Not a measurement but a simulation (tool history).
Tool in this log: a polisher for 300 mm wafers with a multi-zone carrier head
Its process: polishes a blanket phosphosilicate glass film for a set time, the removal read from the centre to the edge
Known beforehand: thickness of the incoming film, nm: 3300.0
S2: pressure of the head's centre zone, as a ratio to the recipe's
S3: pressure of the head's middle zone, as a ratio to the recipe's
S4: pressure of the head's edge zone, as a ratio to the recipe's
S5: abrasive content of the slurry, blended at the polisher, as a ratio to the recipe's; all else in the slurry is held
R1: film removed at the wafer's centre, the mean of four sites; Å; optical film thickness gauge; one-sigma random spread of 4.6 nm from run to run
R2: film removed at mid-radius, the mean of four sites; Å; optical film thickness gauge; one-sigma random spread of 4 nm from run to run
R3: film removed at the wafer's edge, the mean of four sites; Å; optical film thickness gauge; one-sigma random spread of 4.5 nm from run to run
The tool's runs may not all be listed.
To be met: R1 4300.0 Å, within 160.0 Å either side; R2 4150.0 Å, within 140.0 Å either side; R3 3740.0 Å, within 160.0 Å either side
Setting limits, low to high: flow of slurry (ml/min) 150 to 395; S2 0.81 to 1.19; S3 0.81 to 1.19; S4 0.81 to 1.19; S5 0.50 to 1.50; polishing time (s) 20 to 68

{"run": 1, "hour": 0.0, "flow of slurry (ml/min)": 250, "S2": 1.0, "S3": 1.0, "S4": 1.0, "S5": 1.0, "polishing time (s)": 44, "R1": 3366.2, "R2": 3324.9, "R3": 3340.2}
{"run": 2, "hour": 6.2, "flow of slurry (ml/min)": 250, "S2": 1.0, "S3": 1.0, "S4": 1.0, "S5": 1.2, "polishing time (s)": 44, "R1": 3536.0, "R2": 3518.2, "R3": 3562.2}
{"run": 3, "hour": 12.8, "flow of slurry (ml/min)": 260, "S2": 1.03, "S3": 1.03, "S4": 1.0, "S5": 1.2, "polishing time (s)": 44, "R1": 3666.9, "R2": 3593.2, "R3": 3459.7}
{"run": 4, "hour": 15.9, "flow of slurry (ml/min)": 265, "S2": 1.04, "S3": 1.05, "S4": 1.01, "S5": 1.25, "polishing time (s)": 44, "R1": 3771.6, "R2": 3742.8, "R3": 3573.6}
{"run": 5, "hour": 17.2, "flow of slurry (ml/min)": 265, "S2": 0.99, "S3": 1.05, "S4": 1.01, "S5": 1.25, "polishing time (s)": 44, "R1": 3589.8, "R2": 3771.9, "R3": 3640.0}
{"run": 6, "hour": 20.4, "flow of slurry (ml/min)": 265, "S2": 0.99, "S3": 1.05, "S4": 1.01, "S5": 1.25, "polishing time (s)": 33, "R1": 2674.7, "R2": 2807.0, "R3": 2730.8}
{"run": 7, "hour": 23.9, "flow of slurry (ml/min)": 270, "S2": 1.02, "S3": 1.07, "S4": 1.02, "S5": 1.3, "polishing time (s)": 35, "R1": 2963.4, "R2": 3079.9, "R3": 2914.1}
{"run": 8, "hour": 32.8, "flow of slurry (ml/min)": 275, "S2": 1.05, "S3": 1.08, "S4": 1.04, "S5": 1.35, "polishing time (s)": 37, "R1": 3293.9, "R2": 3290.1, "R3": 3146.7}
{"run": 9, "hour": 40.7, "flow of slurry (ml/min)": 280, "S2": 1.07, "S3": 1.1, "S4": 1.05, "S5": 1.4, "polishing time (s)": 38, "R1": 3518.5, "R2": 3585.5, "R3": 3274.5}
{"run": 10, "hour": 45.0, "flow of slurry (ml/min)": 285, "S2": 1.09, "S3": 1.1, "S4": 1.07, "S5": 1.4, "polishing time (s)": 39, "R1": 3588.2, "R2": 3630.7, "R3": 3413.5}
{"run": 11, "hour": 49.6, "flow of slurry (ml/min)": 285, "S2": 1.11, "S3": 1.11, "S4": 1.07, "S5": 1.4, "polishing time (s)": 40, "R1": 3901.5, "R2": 3796.2, "R3": 3551.1}
{"run": 12, "hour": 56.7, "flow of slurry (ml/min)": 290, "S2": 1.12, "S3": 1.12, "S4": 1.08, "S5": 1.4, "polishing time (s)": 40, "R1": 3842.3, "R2": 3821.3, "R3": 3548.5}

Of the 5 settings listed for the next run, only one would bring every result within its allowed miss of target. Which one?
{"run": "A", "hour": 63.8, "flow of slurry (ml/min)": 290, "S2": 1.16, "S3": 1.13, "S4": 1.05, "S5": 1.4, "polishing time (s)": 43, "R1": "?", "R2": "?", "R3": "?"}
{"run": "B", "hour": 63.8, "flow of slurry (ml/min)": 260, "S2": 1.16, "S3": 1.04, "S4": 1.15, "S5": 1.5, "polishing time (s)": 42, "R1": "?", "R2": "?", "R3": "?"}
{"run": "C", "hour": 63.8, "flow of slurry (ml/min)": 335, "S2": 1.15, "S3": 1.0, "S4": 1.18, "S5": 1.15, "polishing time (s)": 45, "R1": "?", "R2": "?", "R3": "?"}
{"run": "D", "hour": 63.8, "flow of slurry (ml/min)": 305, "S2": 1.19, "S3": 1.0, "S4": 1.1, "S5": 1.4, "polishing time (s)": 40, "R1": "?", "R2": "?", "R3": "?"}
{"run": "E", "hour": 63.8, "flow of slurry (ml/min)": 290, "S2": 1.07, "S3": 0.96, "S4": 1.1, "S5": 1.35, "polishing time (s)": 44, "R1": "?", "R2": "?", "R3": "?"}

move=A R1=4254.2 R2=4014.9 R3=3709.6
move=B R1=4182.6 R2=3683.7 R3=3842.6
move=C R1=4214.6 R2=3609.8 R3=3922.1
move=D R1=4070.1 R2=3382.5 R3=3552.4
move=E R1=3997.0 R2=3538.3 R3=3850.7
A: all results land within tolerance of their targets
B: brings the result that was furthest off to its target, and leaves another outside
C: brings the result that was furthest off to its target, and leaves another outside
D: moves away from the targets compared with the last run
E: moves away from the targets compared with the last run
Go with A: it meets all targets.
